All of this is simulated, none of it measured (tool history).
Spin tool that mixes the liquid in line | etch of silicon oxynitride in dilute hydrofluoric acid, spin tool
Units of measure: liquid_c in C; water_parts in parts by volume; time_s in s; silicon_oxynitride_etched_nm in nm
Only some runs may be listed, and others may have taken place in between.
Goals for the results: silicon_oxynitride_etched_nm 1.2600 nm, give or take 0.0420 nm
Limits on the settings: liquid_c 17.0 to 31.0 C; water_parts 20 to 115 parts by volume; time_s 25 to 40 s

run	hour	liquid_c	water_parts	time_s	silicon_oxynitride_etched_nm
1	0.0	23.0	65	40	1.8061
2	7.2	23.0	65	25	1.1167
3	11.8	23.0	65	40	1.7910
4	15.1	23.0	65	25	1.1383
5	21.2	23.0	65	40	1.8076
6	29.1	22.0	65	40	1.7314
# hour 32.7: thermometer replaced
7	32.7	22.0	70	40	1.4353
8	37.3	21.5	70	40	1.4068
9	40.1	21.0	70	40	1.3483
10	45.1	20.5	70	40	1.3237

Which single option among these 4 for the next run brings every result within its allowed miss of target? Just one does.
A	50.1	19.5	60	40	?
B	50.1	19.5	65	40	?
C	50.1	18.0	65	40	?
D	50.1	25.5	80	40	?

move	silicon_oxynitride_etched_nm
A	1.4922
B	1.3725
C	1.2726
D	1.4755
A: misses by more than the last run did
B: misses by more than the last run did
C: meets every target
D: misses by more than the last run did
The right move is C.
